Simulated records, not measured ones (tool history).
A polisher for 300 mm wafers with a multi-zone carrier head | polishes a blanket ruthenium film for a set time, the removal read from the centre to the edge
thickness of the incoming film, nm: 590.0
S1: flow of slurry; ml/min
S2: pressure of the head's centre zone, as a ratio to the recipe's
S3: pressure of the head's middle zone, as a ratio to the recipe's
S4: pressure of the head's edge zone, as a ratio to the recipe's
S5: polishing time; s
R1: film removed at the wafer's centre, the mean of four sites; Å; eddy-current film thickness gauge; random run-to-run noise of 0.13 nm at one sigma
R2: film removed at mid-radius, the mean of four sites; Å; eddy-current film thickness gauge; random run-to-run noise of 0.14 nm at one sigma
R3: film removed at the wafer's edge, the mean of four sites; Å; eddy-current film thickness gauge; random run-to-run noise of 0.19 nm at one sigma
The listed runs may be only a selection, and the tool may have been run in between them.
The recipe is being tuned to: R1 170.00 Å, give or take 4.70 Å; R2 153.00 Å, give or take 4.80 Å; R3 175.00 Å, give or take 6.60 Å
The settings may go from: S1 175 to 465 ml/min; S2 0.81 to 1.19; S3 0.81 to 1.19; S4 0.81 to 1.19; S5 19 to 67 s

run,day,S1,S2,S3,S4,S5,R1,R2,R3
1,0.000,295,1.00,1.00,1.00,43,271.51,275.30,272.45
2,0.133,285,0.99,0.96,0.99,39,247.24,241.58,250.06
3,0.504,285,0.99,0.96,0.99,29,179.80,180.39,178.49
4,0.688,285,0.99,0.96,0.91,29,180.85,178.84,174.78
5,0.962,285,0.99,0.96,0.91,19,118.88,118.37,114.61
6,1.229,280,0.99,0.94,0.95,21,131.08,127.82,129.84
7,1.279,280,1.00,0.93,0.98,22,136.61,131.56,138.44
8,1.342,280,1.02,0.93,1.01,23,145.29,138.11,145.83
9,1.671,285,1.03,0.93,1.04,24,154.48,144.77,154.45
10,1.921,295,1.04,0.93,1.07,24,157.00,145.33,157.18
11,2.104,305,1.04,0.93,1.09,24,155.43,146.58,156.79
12,2.129,300,1.05,0.93,1.11,24,156.49,145.42,161.80
13,2.292,300,1.06,0.93,1.12,24,157.82,146.61,159.92
14,2.625,305,1.06,0.93,1.13,24,158.88,146.68,164.02
15,2.721,310,1.07,0.93,1.14,24,160.21,145.94,164.22
16,2.967,315,1.08,0.93,1.15,24,162.36,146.49,165.79

Which single option among these 5 for the next run brings every result within its allowed miss of target? Just one does.
A,3.212,255,1.06,0.83,1.13,26,?,?,?
B,3.212,335,1.03,0.88,1.10,26,?,?,?
C,3.212,240,1.15,0.89,1.11,27,?,?,?
D,3.212,285,1.04,0.92,1.16,28,?,?,?
E,3.212,280,1.05,1.06,1.09,25,?,?,?

move,R1,R2,R3
A,168.40,138.60,171.87
B,169.89,149.62,173.11
C,185.20,151.27,175.73
D,181.24,164.55,189.16
E,162.87,165.24,163.07
A: brings the last run's worst result on target, with another outside its allowed miss
B: each result inside its tolerance
C: the result that was furthest off in the last run now lies on the other side of its target
D: the result that was furthest off in the last run now lies on the other side of its target
E: moves away from the targets compared with the last run
The right move is B.

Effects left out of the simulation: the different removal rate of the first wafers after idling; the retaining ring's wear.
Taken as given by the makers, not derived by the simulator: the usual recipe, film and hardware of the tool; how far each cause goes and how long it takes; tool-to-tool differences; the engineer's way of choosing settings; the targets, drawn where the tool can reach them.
